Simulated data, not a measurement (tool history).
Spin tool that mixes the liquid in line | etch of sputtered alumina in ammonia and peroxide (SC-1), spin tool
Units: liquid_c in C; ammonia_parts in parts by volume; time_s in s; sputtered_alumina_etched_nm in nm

{"run": 1, "day": 0.0, "liquid_c": 54, "ammonia_parts": 0.5, "time_s": 70, "sputtered_alumina_etched_nm": 3.8915}
{"run": 2, "day": 0.238, "liquid_c": 57.5, "ammonia_parts": 0.5, "time_s": 70, "sputtered_alumina_etched_nm": 4.6214}
{"run": 3, "day": 0.533, "liquid_c": 56, "ammonia_parts": 0.5, "time_s": 70, "sputtered_alumina_etched_nm": 4.3302}
{"run": 4, "day": 0.812, "liquid_c": 59, "ammonia_parts": 0.5, "time_s": 70, "sputtered_alumina_etched_nm": 4.9854}
{"run": 5, "day": 0.846, "liquid_c": 53.5, "ammonia_parts": 0.5, "time_s": 70, "sputtered_alumina_etched_nm": 3.7129}
{"run": 6, "day": 0.896, "liquid_c": 53.5, "ammonia_parts": 0.55, "time_s": 70, "sputtered_alumina_etched_nm": 3.7745}
{"run": 7, "day": 0.992, "liquid_c": 53, "ammonia_parts": 0.55, "time_s": 70, "sputtered_alumina_etched_nm": 3.6993}

Run 8 comes next. What will it give?
{"run": 8, "day": 1.05, "liquid_c": 52.5, "ammonia_parts": 0.55, "time_s": 70, "sputtered_alumina_etched_nm": "?"}

{"run 8": {"sputtered_alumina_etched_nm": 3.5776}}
